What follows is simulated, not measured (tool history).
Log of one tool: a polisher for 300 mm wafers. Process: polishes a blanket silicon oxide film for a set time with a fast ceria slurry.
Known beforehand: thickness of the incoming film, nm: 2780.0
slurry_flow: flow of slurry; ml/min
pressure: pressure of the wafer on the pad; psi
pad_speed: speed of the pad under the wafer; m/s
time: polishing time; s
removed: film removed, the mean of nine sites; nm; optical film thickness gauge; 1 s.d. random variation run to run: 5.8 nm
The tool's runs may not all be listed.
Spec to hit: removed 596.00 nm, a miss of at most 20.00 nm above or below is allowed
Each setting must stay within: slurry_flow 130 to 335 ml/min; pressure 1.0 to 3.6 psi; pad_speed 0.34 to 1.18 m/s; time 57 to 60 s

run	hour	slurry_flow	pressure	pad_speed	time	removed
1	0.0	215	2.3	0.76	57	498.86
2	2.8	250	2.3	0.76	57	506.67
3	10.3	230	2.3	0.76	57	500.58
4	10.9	230	2.0	0.76	57	428.39
5	16.7	230	2.2	0.76	57	485.68
6	24.7	230	1.9	0.76	57	426.03
7	27.9	230	2.1	0.76	57	464.34
8	29.4	230	2.3	0.76	57	494.16
9	37.4	230	2.4	0.76	57	523.97

Exercise: of the 4 proposed moves below, exactly one satisfies all targets within the stated allowed misses. Which move is it?
A	45.4	335	2.8	0.70	57	?
B	45.4	210	2.3	0.80	60	?
C	45.4	250	2.5	0.80	57	?
D	45.4	215	2.0	0.78	60	?

move	removed
A	605.04
B	546.35
C	572.48
D	471.05
A: every result within its allowed miss
B: gains on the last run, yet a result remains outside its allowed miss
C: gains on the last run, yet a result remains outside its allowed miss
D: its largest miss is bigger than the last run's
Answer: A
